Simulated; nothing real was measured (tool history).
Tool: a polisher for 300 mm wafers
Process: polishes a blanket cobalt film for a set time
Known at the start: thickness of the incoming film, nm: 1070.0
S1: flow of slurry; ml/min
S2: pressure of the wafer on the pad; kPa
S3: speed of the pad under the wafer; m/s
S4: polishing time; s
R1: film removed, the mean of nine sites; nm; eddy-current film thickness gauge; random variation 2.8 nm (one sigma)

| run | hour | S1 | S2 | S3 | S4 | R1 |
|---|---|---|---|---|---|---|
| 1 | 0 | 250 | 11 | 1.06 | 81 | 300.13 |
| 2 | 4 | 250 | 9 | 1.06 | 81 | 261.1 |
| 3 | 7.6 | 250 | 9 | 1.06 | 85 | 278.08 |
| 4 | 12.5 | 255 | 10.3 | 1.06 | 85 | 304.77 |
| 5 | 16.1 | 255 | 11.7 | 1.06 | 85 | 327.22 |
| 6 | 22.2 | 255 | 11.7 | 1.06 | 85 | 329.84 |
| 7 | 30.9 | 255 | 12.4 | 1.06 | 85 | 339.98 |
| 8 | 36 | 255 | 13.1 | 1.06 | 85 | 357.63 |

Forecast run 9:
| 9 | 43 | 255 | 13.8 | 1.06 | 85 | ? |

R1: 370.51 nm
